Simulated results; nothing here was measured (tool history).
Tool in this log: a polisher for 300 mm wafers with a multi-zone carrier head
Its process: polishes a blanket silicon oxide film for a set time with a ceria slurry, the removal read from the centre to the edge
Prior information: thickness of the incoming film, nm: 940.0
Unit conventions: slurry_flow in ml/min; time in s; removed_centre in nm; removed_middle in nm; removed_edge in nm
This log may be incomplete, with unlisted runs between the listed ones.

run 1 hour=0 | slurry_flow=150 centre_zone=1 middle_zone=1 edge_zone=1 time=85 | removed_centre=282.83 removed_middle=297.98 removed_edge=288.06
run 2 hour=4.3 | slurry_flow=170 centre_zone=1 middle_zone=1 edge_zone=1 time=85 | removed_centre=286.23 removed_middle=302.3 removed_edge=299.69
run 3 hour=7 | slurry_flow=170 centre_zone=1 middle_zone=1 edge_zone=1.05 time=85 | removed_centre=285.01 removed_middle=302.78 removed_edge=297.51
run 4 hour=9.5 | slurry_flow=170 centre_zone=1 middle_zone=0.92 edge_zone=1.05 time=85 | removed_centre=282.98 removed_middle=286.63 removed_edge=298.67
run 5 hour=13.1 | slurry_flow=140 centre_zone=1 middle_zone=0.92 edge_zone=1.05 time=85 | removed_centre=275.15 removed_middle=273.31 removed_edge=290.06
run 6 hour=14.6 | slurry_flow=150 centre_zone=1.01 middle_zone=0.97 edge_zone=1.05 time=89 | removed_centre=291.46 removed_middle=311.29 removed_edge=311.46

Forecast run 7:
run 7 hour=22.9 | slurry_flow=160 centre_zone=1.04 middle_zone=1 edge_zone=1.05 time=91 | removed_centre=? removed_middle=? removed_edge=?

{"run 7": {"removed_centre": 312.23, "removed_middle": 323.85, "removed_edge": 321.31}}

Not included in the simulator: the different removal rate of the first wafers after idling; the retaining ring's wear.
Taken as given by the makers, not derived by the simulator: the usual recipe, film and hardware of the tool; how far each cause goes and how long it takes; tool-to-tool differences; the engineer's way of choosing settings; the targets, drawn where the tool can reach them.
